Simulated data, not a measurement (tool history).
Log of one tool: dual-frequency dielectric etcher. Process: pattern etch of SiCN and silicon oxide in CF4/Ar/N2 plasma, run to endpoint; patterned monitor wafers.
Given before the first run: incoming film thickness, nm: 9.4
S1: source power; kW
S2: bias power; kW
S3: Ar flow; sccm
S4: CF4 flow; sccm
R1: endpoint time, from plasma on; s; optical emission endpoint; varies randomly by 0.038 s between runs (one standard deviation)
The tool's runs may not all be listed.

Run 1, hour 0.0: S1 0.500 kW, S2 0.080 kW, S3 132 sccm, S4 49 sccm. Result: R1 9.9349 s.
Run 2, hour 6.6: S1 0.500 kW, S2 0.092 kW, S3 132 sccm, S4 49 sccm. Result: R1 9.4506 s.
Run 3, hour 12.0: S1 0.500 kW, S2 0.092 kW, S3 152 sccm, S4 49 sccm. Result: R1 9.5880 s.
Run 4, hour 18.6: S1 0.500 kW, S2 0.084 kW, S3 152 sccm, S4 49 sccm. Result: R1 10.0100 s.
Run 5, hour 23.2: S1 0.530 kW, S2 0.085 kW, S3 152 sccm, S4 49 sccm. Result: R1 9.3510 s.
Run 6, hour 25.1: S1 0.530 kW, S2 0.074 kW, S3 152 sccm, S4 49 sccm. Result: R1 10.0390 s.

Estimate the outcome of run 7 from the log above:
Run 7, hour 28.6: S1 0.630 kW, S2 0.077 kW, S3 151 sccm, S4 49 sccm. Result: R1 ?.

R1: 8.3169 s

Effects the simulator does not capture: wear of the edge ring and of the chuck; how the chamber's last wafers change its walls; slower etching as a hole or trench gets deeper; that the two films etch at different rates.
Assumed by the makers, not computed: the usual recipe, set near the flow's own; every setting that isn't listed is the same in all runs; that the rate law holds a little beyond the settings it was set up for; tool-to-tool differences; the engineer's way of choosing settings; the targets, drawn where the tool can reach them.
